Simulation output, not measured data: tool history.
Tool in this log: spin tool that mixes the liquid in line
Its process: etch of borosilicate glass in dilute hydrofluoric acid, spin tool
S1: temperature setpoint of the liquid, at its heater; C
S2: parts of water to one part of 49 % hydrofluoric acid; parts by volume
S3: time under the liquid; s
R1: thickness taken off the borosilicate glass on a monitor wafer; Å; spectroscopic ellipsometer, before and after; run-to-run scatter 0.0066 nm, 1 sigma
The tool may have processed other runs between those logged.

Run 1, hour 0.0: S1 24.0 C, S2 230 parts by volume, S3 40 s. Result: R1 23.709 Å.
Run 2, hour 2.5: S1 22.5 C, S2 240 parts by volume, S3 40 s. Result: R1 21.226 Å.
Run 3, hour 9.6: S1 25.0 C, S2 240 parts by volume, S3 40 s. Result: R1 23.124 Å.
Run 4, hour 18.6: S1 23.5 C, S2 250 parts by volume, S3 40 s. Result: R1 20.937 Å.
Run 5, hour 22.8: S1 23.5 C, S2 175 parts by volume, S3 40 s. Result: R1 32.393 Å.
Run 6, hour 25.1: S1 22.5 C, S2 195 parts by volume, S3 40 s. Result: R1 27.277 Å.
Run 7, hour 30.7: S1 21.5 C, S2 210 parts by volume, S3 40 s. Result: R1 24.273 Å.
Run 8, hour 32.9: S1 20.5 C, S2 225 parts by volume, S3 40 s. Result: R1 21.366 Å.
Run 9, hour 34.0: S1 20.0 C, S2 235 parts by volume, S3 40 s. Result: R1 19.807 Å.
Run 10, hour 39.4: S1 19.5 C, S2 245 parts by volume, S3 40 s. Result: R1 18.550 Å.
Run 11, hour 45.3: S1 19.0 C, S2 250 parts by volume, S3 40 s. Result: R1 17.721 Å.
Run 12, hour 54.1: S1 18.5 C, S2 255 parts by volume, S3 40 s. Result: R1 16.952 Å.
Run 13, hour 56.8: S1 18.0 C, S2 260 parts by volume, S3 40 s. Result: R1 16.187 Å.
Run 14, hour 62.2: S1 18.0 C, S2 265 parts by volume, S3 40 s. Result: R1 15.840 Å.

Expected results for the next run?
Run 15, hour 68.5: S1 17.5 C, S2 270 parts by volume, S3 40 s. Result: R1 ?.

R1: 15.262 Å
